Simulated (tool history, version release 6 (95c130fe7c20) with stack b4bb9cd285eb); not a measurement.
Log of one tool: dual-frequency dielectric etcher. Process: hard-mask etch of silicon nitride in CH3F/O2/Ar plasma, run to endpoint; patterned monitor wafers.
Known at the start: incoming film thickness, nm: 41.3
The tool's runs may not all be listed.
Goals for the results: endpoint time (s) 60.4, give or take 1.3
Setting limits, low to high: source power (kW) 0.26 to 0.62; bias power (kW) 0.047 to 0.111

run 1 hour=0 | source_power_(kW)=0.44 bias_power_(kW)=0.079 | endpoint_time_(s)=52.819
run 2 hour=4.5 | source_power_(kW)=0.41 bias_power_(kW)=0.077 | endpoint_time_(s)=54.1
run 3 hour=12.6 | source_power_(kW)=0.36 bias_power_(kW)=0.077 | endpoint_time_(s)=56.526
run 4 hour=18.8 | source_power_(kW)=0.42 bias_power_(kW)=0.077 | endpoint_time_(s)=54.007
run 5 hour=27.3 | source_power_(kW)=0.42 bias_power_(kW)=0.089 | endpoint_time_(s)=50.93
run 6 hour=34.7 | source_power_(kW)=0.38 bias_power_(kW)=0.085 | endpoint_time_(s)=53.105
run 7 hour=38.6 | source_power_(kW)=0.35 bias_power_(kW)=0.082 | endpoint_time_(s)=54.929
run 8 hour=42.2 | source_power_(kW)=0.26 bias_power_(kW)=0.072 | endpoint_time_(s)=62.312
run 9 hour=49.9 | source_power_(kW)=0.27 bias_power_(kW)=0.072 | endpoint_time_(s)=61.785

Pick the move, out of 4, that brings all results within their allowed miss; only one does.
run A hour=57.6 | source_power_(kW)=0.26 bias_power_(kW)=0.066 | endpoint_time_(s)=?
run B hour=57.6 | source_power_(kW)=0.32 bias_power_(kW)=0.07 | endpoint_time_(s)=?
run C hour=57.6 | source_power_(kW)=0.3 bias_power_(kW)=0.08 | endpoint_time_(s)=?
run D hour=57.6 | source_power_(kW)=0.29 bias_power_(kW)=0.065 | endpoint_time_(s)=?

move=A endpoint_time_(s)=64.944
move=B endpoint_time_(s)=60.335
move=C endpoint_time_(s)=57.768
move=D endpoint_time_(s)=63.79
A: lands further from the targets than the last run did
B: in spec on every target
C: the result that was furthest off in the last run now lies on the other side of its target
D: lands further from the targets than the last run did
Move B is the one to make.
